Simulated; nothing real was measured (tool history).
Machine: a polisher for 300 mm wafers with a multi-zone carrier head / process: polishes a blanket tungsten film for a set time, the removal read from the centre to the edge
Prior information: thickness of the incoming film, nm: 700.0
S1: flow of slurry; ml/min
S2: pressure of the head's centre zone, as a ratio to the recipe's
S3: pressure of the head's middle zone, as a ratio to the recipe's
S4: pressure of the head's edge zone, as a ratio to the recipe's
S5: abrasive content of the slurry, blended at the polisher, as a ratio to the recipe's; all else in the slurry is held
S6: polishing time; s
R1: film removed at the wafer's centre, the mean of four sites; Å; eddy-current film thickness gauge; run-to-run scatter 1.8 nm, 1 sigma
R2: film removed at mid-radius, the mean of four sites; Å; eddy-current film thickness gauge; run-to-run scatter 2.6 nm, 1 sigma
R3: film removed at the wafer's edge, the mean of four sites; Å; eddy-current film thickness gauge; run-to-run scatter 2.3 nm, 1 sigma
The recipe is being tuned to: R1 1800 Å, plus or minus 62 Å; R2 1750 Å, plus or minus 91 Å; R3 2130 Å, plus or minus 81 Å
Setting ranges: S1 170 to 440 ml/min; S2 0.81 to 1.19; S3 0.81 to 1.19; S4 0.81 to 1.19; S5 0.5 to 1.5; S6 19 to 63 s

run	hour	S1	S2	S3	S4	S5	S6	R1	R2	R3
1	0	280	1	1	1	1	41	2046.4	2166.7	2229
2	3.2	275	0.98	0.95	1	0.95	41	1990.8	2032.1	2166.6
3	10	265	0.96	0.91	1.02	0.95	41	1914.9	1901.6	2171.9
4	15.6	265	0.91	0.91	1.02	0.95	41	1839	1937.4	2211.1
5	23.5	265	0.91	0.91	1.02	0.95	35	1577.5	1665.1	1847.7
# hour 32.2: centre zone pressure recalibrated
6	32.2	265	0.99	0.91	1.02	0.95	35	1839.1	1662.2	1860.9
7	33	265	0.98	0.91	1.06	1	35	1805.9	1697.1	1941.9
8	35.3	265	0.97	0.91	1.09	1	35	1825.4	1681	1954.6
9	36.2	265	0.95	0.91	1.11	1.05	35	1837.2	1675.9	2007.9
10	37.8	265	0.93	0.92	1.13	1.05	35	1799.5	1753.5	2028.1
11	45.5	265	0.92	0.91	1.14	1.05	35	1781.8	1706.7	2063.3
12	47.2	265	0.92	0.91	1.15	1.05	35	1762.8	1690.5	2033.8
13	51.9	265	0.91	0.91	1.16	1.05	35	1800.5	1669.7	2053

Which one of the following 5 next-run settings gets every result inside its allowed miss? There is exactly one.
A	56.6	235	0.87	0.87	1.12	1.2	36	?	?	?
B	56.6	260	1.02	0.98	1.17	1	35	?	?	?
C	56.6	310	0.86	0.81	1.19	1	36	?	?	?
D	56.6	180	0.97	0.92	1.16	1.15	35	?	?	?
E	56.6	245	0.83	0.81	1.19	1.35	34	?	?	?

move	R1	R2	R3
A	1774.1	1743.4	2090
B	1857.7	1802.6	1992
C	1736.1	1615.9	2102.7
D	1747.1	1677.9	1976.7
E	1687.6	1613.2	2112.8
A: all results land within tolerance of their targets
B: moves away from the targets compared with the last run
C: the worst result of the last run now meets its target, but another is out of spec
D: moves away from the targets compared with the last run
E: the worst result of the last run now meets its target, but another is out of spec
Answer: A
